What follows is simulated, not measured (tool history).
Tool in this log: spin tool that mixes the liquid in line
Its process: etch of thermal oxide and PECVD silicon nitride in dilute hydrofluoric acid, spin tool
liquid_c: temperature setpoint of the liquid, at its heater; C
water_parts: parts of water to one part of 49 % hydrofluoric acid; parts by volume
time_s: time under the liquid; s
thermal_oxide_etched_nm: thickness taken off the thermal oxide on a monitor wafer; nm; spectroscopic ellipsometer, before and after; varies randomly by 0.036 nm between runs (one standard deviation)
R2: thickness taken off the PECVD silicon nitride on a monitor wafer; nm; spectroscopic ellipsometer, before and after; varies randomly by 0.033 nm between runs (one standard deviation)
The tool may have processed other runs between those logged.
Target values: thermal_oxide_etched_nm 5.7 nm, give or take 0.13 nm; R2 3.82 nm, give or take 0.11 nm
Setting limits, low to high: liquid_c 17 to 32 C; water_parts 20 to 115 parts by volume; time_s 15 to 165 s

{"run": 1, "day": 0.0, "liquid_c": 24, "water_parts": 65, "time_s": 85, "thermal_oxide_etched_nm": 6.7691, "R2": 4.7771}
{"run": 2, "day": 0.338, "liquid_c": 23.5, "water_parts": 65, "time_s": 85, "thermal_oxide_etched_nm": 6.6855, "R2": 4.5765}
{"run": 3, "day": 0.675, "liquid_c": 23, "water_parts": 65, "time_s": 85, "thermal_oxide_etched_nm": 6.5186, "R2": 4.3889}
{"run": 4, "day": 0.754, "liquid_c": 23, "water_parts": 75, "time_s": 85, "thermal_oxide_etched_nm": 5.5664, "R2": 3.8147}
{"run": 5, "day": 0.921, "liquid_c": 22.5, "water_parts": 75, "time_s": 85, "thermal_oxide_etched_nm": 5.4805, "R2": 3.7255}
{"run": 6, "day": 1.1, "liquid_c": 22.5, "water_parts": 75, "time_s": 60, "thermal_oxide_etched_nm": 3.8249, "R2": 2.6363}
{"run": 7, "day": 1.238, "liquid_c": 22.5, "water_parts": 70, "time_s": 60, "thermal_oxide_etched_nm": 4.1362, "R2": 2.805}
{"run": 8, "day": 1.5, "liquid_c": 24, "water_parts": 45, "time_s": 55, "thermal_oxide_etched_nm": 6.4985, "R2": 4.3635}

Exactly one of the 5 candidate moves below puts every result within its allowed miss. Which one?
{"run": "A", "day": 1.762, "liquid_c": 26.5, "water_parts": 60, "time_s": 65, "thermal_oxide_etched_nm": "?", "R2": "?"}
{"run": "B", "day": 1.762, "liquid_c": 27, "water_parts": 55, "time_s": 65, "thermal_oxide_etched_nm": "?", "R2": "?"}
{"run": "C", "day": 1.762, "liquid_c": 22.5, "water_parts": 35, "time_s": 50, "thermal_oxide_etched_nm": "?", "R2": "?"}
{"run": "D", "day": 1.762, "liquid_c": 23.5, "water_parts": 50, "time_s": 55, "thermal_oxide_etched_nm": "?", "R2": "?"}
{"run": "E", "day": 1.762, "liquid_c": 22, "water_parts": 35, "time_s": 40, "thermal_oxide_etched_nm": "?", "R2": "?"}

move=A thermal_oxide_etched_nm=6.2534 R2=4.666
move=B thermal_oxide_etched_nm=7.0087 R2=5.2542
move=C thermal_oxide_etched_nm=7.2361 R2=4.6449
move=D thermal_oxide_etched_nm=5.6968 R2=3.8651
move=E thermal_oxide_etched_nm=5.668 R2=3.5902
A: moves away from the targets compared with the last run
B: moves away from the targets compared with the last run
C: moves away from the targets compared with the last run
D: in spec on every target
E: puts the biggest miss on target and leaves a different result outside tolerance
D meets every target.
